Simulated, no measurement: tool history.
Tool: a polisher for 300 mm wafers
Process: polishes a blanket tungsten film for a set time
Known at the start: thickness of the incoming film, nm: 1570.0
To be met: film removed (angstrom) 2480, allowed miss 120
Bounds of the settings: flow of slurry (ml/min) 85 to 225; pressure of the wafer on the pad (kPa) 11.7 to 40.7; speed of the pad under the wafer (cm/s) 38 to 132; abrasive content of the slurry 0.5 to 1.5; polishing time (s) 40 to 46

| run | day | flow of slurry (ml/min) | pressure of the wafer on the pad (kPa) | speed of the pad under the wafer (cm/s) | abrasive content of the slurry | polishing time (s) | film removed (angstrom) |
|---|---|---|---|---|---|---|---|
| 1 | 0 | 145 | 26.2 | 84 | 1 | 46 | 1512.9 |
| 2 | 0.342 | 145 | 27.6 | 84 | 1 | 46 | 1614.8 |
| 3 | 0.562 | 145 | 27.6 | 84 | 1.15 | 46 | 1654.3 |
| 4 | 0.696 | 145 | 29 | 84 | 1.15 | 46 | 1758 |
| 5 | 0.758 | 145 | 29 | 84 | 1.3 | 46 | 1789.6 |
| 6 | 1.012 | 145 | 33.1 | 84 | 1.3 | 46 | 2066.8 |
| 7 | 1.254 | 145 | 33.8 | 84 | 1.3 | 46 | 2146.8 |
| 8 | 1.533 | 145 | 34.5 | 84 | 1.3 | 46 | 2137.6 |
| 9 | 1.592 | 145 | 35.2 | 84 | 1.3 | 46 | 2197.5 |
| 10 | 1.779 | 145 | 35.9 | 84 | 1.3 | 46 | 2175.9 |

4 next moves are on the table. One of them brings every result within its allowed miss. Which?
| A | 1.967 | 165 | 36.5 | 82 | 1.15 | 40 | ? |
| B | 1.967 | 160 | 37.9 | 92 | 1.1 | 46 | ? |
| C | 1.967 | 145 | 35.9 | 90 | 1.1 | 46 | ? |
| D | 1.967 | 150 | 37.2 | 82 | 1.3 | 46 | ? |

| move | film removed (angstrom) |
|---|---|
| A | 1932.3 |
| B | 2445.8 |
| C | 2235.6 |
| D | 2295.5 |
A: further off than the last run
B: meets every target
C: nearer than the last run, and not there yet
D: nearer than the last run, and not there yet
The right move is B.
